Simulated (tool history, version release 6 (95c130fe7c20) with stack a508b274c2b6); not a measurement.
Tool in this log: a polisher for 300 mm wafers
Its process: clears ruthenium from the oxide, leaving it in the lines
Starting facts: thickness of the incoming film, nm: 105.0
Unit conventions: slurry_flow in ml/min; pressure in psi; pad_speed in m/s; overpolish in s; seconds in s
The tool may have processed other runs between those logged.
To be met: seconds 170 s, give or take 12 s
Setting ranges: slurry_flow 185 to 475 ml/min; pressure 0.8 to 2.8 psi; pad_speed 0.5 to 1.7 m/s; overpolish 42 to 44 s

run 1 hour=0 | slurry_flow=305 pressure=1.8 pad_speed=1.1 overpolish=42 | seconds=115.35
run 2 hour=8.6 | slurry_flow=305 pressure=1.8 pad_speed=1.1 overpolish=42 | seconds=112.4
run 3 hour=14.8 | slurry_flow=305 pressure=1.6 pad_speed=1.08 overpolish=42 | seconds=129.81
run 4 hour=15.4 | slurry_flow=305 pressure=1.6 pad_speed=1.08 overpolish=42 | seconds=131.92
run 5 hour=17.2 | slurry_flow=235 pressure=1.6 pad_speed=1.08 overpolish=42 | seconds=132.29
run 6 hour=22.7 | slurry_flow=235 pressure=1.6 pad_speed=1.08 overpolish=44 | seconds=135.17
run 7 hour=25.2 | slurry_flow=235 pressure=1.5 pad_speed=1.06 overpolish=44 | seconds=148.16
run 8 hour=31.3 | slurry_flow=235 pressure=1.4 pad_speed=1.06 overpolish=44 | seconds=155.73

Which single option among these 5 for the next run brings every result within its allowed miss of target? Just one does.
run A hour=37.4 | slurry_flow=305 pressure=1.6 pad_speed=0.76 overpolish=42 | seconds=?
run B hour=37.4 | slurry_flow=185 pressure=1.7 pad_speed=0.94 overpolish=43 | seconds=?
run C hour=37.4 | slurry_flow=235 pressure=1.5 pad_speed=1.06 overpolish=44 | seconds=?
run D hour=37.4 | slurry_flow=245 pressure=1.6 pad_speed=1 overpolish=44 | seconds=?
run E hour=37.4 | slurry_flow=260 pressure=1.4 pad_speed=1.24 overpolish=44 | seconds=?

move=A seconds=163.37
move=B seconds=141.96
move=C seconds=141.54
move=D seconds=138.07
move=E seconds=132.71
A: every result within its allowed miss
B: the biggest miss grows against the last run
C: the biggest miss grows against the last run
D: the biggest miss grows against the last run
E: the biggest miss grows against the last run
A is the move that brings every result within its allowed miss.

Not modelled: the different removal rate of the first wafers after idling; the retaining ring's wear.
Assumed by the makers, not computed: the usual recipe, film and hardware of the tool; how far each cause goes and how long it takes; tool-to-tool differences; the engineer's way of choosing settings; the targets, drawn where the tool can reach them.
